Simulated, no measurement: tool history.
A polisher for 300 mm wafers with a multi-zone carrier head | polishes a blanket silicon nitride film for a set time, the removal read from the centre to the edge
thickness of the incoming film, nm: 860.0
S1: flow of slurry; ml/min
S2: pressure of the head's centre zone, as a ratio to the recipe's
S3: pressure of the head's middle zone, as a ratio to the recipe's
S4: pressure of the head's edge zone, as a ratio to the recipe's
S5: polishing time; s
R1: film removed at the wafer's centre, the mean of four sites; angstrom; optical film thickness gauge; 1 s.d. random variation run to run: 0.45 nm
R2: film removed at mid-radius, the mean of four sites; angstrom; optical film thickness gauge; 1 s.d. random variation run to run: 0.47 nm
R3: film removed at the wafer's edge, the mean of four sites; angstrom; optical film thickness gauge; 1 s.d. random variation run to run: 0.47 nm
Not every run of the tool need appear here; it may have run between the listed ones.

Run 1, hour 0.0: S1 190 ml/min, S2 1.00, S3 1.00, S4 1.00, S5 37 s. Result: R1 827.02 angstrom, R2 847.99 angstrom, R3 816.64 angstrom.
Run 2, hour 7.6: S1 230 ml/min, S2 1.00, S3 1.00, S4 1.00, S5 37 s. Result: R1 859.43 angstrom, R2 876.21 angstrom, R3 845.98 angstrom.
Run 3, hour 13.9: S1 230 ml/min, S2 1.00, S3 1.00, S4 1.00, S5 41 s. Result: R1 946.28 angstrom, R2 959.53 angstrom, R3 931.75 angstrom.
Run 4, hour 16.3: S1 205 ml/min, S2 0.94, S3 0.95, S4 1.00, S5 34 s. Result: R1 737.72 angstrom, R2 744.11 angstrom, R3 758.94 angstrom.
Run 5, hour 25.3: S1 180 ml/min, S2 0.90, S3 0.94, S4 1.03, S5 29 s. Result: R1 580.13 angstrom, R2 611.91 angstrom, R3 648.95 angstrom.
Run 6, hour 34.1: S1 180 ml/min, S2 0.96, S3 0.94, S4 1.03, S5 29 s. Result: R1 615.28 angstrom, R2 608.11 angstrom, R3 656.22 angstrom.
Run 7, hour 35.9: S1 170 ml/min, S2 0.92, S3 0.93, S4 1.03, S5 26 s. Result: R1 526.36 angstrom, R2 556.06 angstrom, R3 576.44 angstrom.

The next listed run, before its measurement:
Run 8, hour 40.2: S1 160 ml/min, S2 0.89, S3 0.91, S4 1.03, S5 25 s. Result: R1 ?, R2 ?, R3 ?.

Run 8 produced R1 481.75 angstrom, R2 514.37 angstrom, R3 537.67 angstrom.
